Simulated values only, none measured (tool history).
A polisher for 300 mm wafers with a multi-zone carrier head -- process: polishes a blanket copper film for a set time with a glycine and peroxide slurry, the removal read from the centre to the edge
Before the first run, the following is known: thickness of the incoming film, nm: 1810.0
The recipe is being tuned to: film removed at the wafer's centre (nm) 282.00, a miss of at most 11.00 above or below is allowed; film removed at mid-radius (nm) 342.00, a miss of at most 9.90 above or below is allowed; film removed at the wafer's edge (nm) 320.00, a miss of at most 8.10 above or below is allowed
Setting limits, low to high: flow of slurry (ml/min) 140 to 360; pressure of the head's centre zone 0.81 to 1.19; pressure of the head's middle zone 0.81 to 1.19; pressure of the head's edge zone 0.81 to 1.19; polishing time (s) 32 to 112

run	hour	flow of slurry (ml/min)	pressure of the head's centre zone	pressure of the head's middle zone	pressure of the head's edge zone	polishing time (s)	film removed at the wafer's centre (nm)	film removed at mid-radius (nm)	film removed at the wafer's edge (nm)
1	0.0	230	1.00	1.00	1.00	72	378.02	383.54	378.74
2	2.5	230	1.00	0.96	1.00	72	377.00	369.48	376.03
3	10.1	230	0.95	0.96	1.00	72	353.96	369.05	375.94
4	18.7	230	0.88	0.96	1.00	72	341.03	370.86	375.62
5	19.3	210	0.86	0.98	0.98	70	307.51	364.54	354.61
6	24.0	200	0.86	0.97	0.95	70	313.23	352.51	354.06
7	32.3	195	0.85	0.99	0.92	69	306.06	356.82	343.09
8	40.1	185	0.84	0.99	0.90	68	293.89	353.32	334.27
9	46.4	180	0.84	0.99	0.89	68	303.19	352.69	329.93

Which single option among these 4 for the next run brings every result within its allowed miss of target? Just one does.
A	52.7	180	0.94	1.06	0.85	69	?	?	?
B	52.7	160	0.86	1.03	0.95	64	?	?	?
C	52.7	140	0.81	1.02	0.89	70	?	?	?
D	52.7	195	0.81	0.93	0.93	68	?	?	?

move	film removed at the wafer's centre (nm)	film removed at mid-radius (nm)	film removed at the wafer's edge (nm)
A	334.29	374.51	328.35
B	280.09	335.56	317.02
C	284.47	359.76	334.22
D	285.48	333.03	338.50
A: misses by more than the last run did
B: in spec on every target
C: corrects the largest miss of the last run, while another result sits out of spec
D: corrects the largest miss of the last run, while another result sits out of spec
B meets every target.
